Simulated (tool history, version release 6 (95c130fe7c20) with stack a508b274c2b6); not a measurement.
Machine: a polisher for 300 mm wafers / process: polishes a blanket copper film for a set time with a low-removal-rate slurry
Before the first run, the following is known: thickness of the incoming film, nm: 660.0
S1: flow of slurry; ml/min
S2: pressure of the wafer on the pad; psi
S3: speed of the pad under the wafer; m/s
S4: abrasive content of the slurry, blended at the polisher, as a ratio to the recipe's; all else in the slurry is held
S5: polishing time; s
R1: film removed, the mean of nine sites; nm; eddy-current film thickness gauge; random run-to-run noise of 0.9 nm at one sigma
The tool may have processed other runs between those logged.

run 1 hour=0.0 | S1=220 S2=3.4 S3=1.28 S4=1.0 S5=69 | R1=254.76
run 2 hour=7.1 | S1=220 S2=4.1 S3=1.28 S4=1.0 S5=69 | R1=308.01
run 3 hour=8.5 | S1=260 S2=4.1 S3=1.28 S4=1.0 S5=69 | R1=314.14
run 4 hour=14.6 | S1=260 S2=4.1 S3=1.56 S4=1.0 S5=69 | R1=377.46
run 5 hour=23.4 | S1=260 S2=3.6 S3=1.50 S4=1.0 S5=69 | R1=321.77
run 6 hour=26.0 | S1=260 S2=3.6 S3=1.50 S4=1.0 S5=69 | R1=320.36
run 7 hour=27.9 | S1=255 S2=3.2 S3=1.44 S4=1.0 S5=69 | R1=274.23

Run 8 comes next. What will it give?
run 8 hour=31.0 | S1=250 S2=2.9 S3=1.40 S4=1.0 S5=69 | R1=?

Run 8 measured R1 244.33 nm.

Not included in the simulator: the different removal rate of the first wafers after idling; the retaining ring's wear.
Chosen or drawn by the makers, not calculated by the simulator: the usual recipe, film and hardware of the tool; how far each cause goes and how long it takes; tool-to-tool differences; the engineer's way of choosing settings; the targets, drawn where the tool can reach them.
